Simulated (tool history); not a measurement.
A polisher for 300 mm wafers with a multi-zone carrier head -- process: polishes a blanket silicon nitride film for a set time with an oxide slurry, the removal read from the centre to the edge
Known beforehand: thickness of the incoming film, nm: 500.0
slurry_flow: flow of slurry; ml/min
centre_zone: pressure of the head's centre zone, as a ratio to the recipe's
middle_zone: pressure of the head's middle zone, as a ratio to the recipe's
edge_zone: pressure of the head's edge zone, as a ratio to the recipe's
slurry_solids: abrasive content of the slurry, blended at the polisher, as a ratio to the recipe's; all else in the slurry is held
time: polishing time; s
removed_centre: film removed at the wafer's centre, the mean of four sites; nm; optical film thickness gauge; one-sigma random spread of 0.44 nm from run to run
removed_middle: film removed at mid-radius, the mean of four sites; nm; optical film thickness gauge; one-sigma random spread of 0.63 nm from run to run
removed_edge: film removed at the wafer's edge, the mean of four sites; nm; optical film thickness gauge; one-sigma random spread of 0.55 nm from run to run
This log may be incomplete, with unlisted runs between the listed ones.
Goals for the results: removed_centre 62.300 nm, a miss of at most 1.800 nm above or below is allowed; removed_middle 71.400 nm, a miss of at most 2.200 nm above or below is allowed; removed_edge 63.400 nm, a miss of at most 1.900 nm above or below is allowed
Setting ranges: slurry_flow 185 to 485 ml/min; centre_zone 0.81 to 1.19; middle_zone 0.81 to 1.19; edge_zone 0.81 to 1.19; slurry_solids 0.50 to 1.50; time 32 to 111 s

run	hour	slurry_flow	centre_zone	middle_zone	edge_zone	slurry_solids	time	removed_centre	removed_middle	removed_edge
1	0.0	310	1.00	1.00	1.00	1.00	71	57.925	57.335	57.310
2	1.8	310	1.00	1.00	1.00	0.80	71	53.669	53.195	53.050
3	5.4	310	1.00	1.05	1.00	0.80	71	54.235	55.387	53.232
4	9.2	310	1.00	1.05	1.00	0.65	71	49.875	52.118	50.583
5	15.1	310	1.00	1.12	1.00	0.65	71	49.962	55.639	50.294
6	16.7	325	1.00	1.14	1.04	0.75	72	53.929	59.591	54.328
7	17.5	330	0.99	1.16	1.05	0.85	72	55.377	62.123	56.184
8	26.5	335	0.98	1.17	1.05	0.95	73	57.560	67.341	58.481
9	31.5	345	0.99	1.18	1.07	1.00	73	59.497	68.268	60.939

Exactly one of the 4 candidate moves below puts every result within its allowed miss. Which one?
A	36.5	355	0.98	1.16	1.05	0.85	81	?	?	?
B	36.5	405	0.94	1.02	1.14	0.90	82	?	?	?
C	36.5	370	1.02	1.13	1.10	1.05	73	?	?	?
D	36.5	340	0.96	1.15	1.18	1.00	78	?	?	?

move	removed_centre	removed_middle	removed_edge
A	61.868	70.362	62.531
B	61.862	65.671	67.151
C	62.175	66.429	61.430
D	61.139	70.464	66.030
A: every result lands within tolerance
B: brings the result that was furthest off to its target, and leaves another outside
C: brings the result that was furthest off to its target, and leaves another outside
D: brings the result that was furthest off to its target, and leaves another outside
Move A is the one to make.
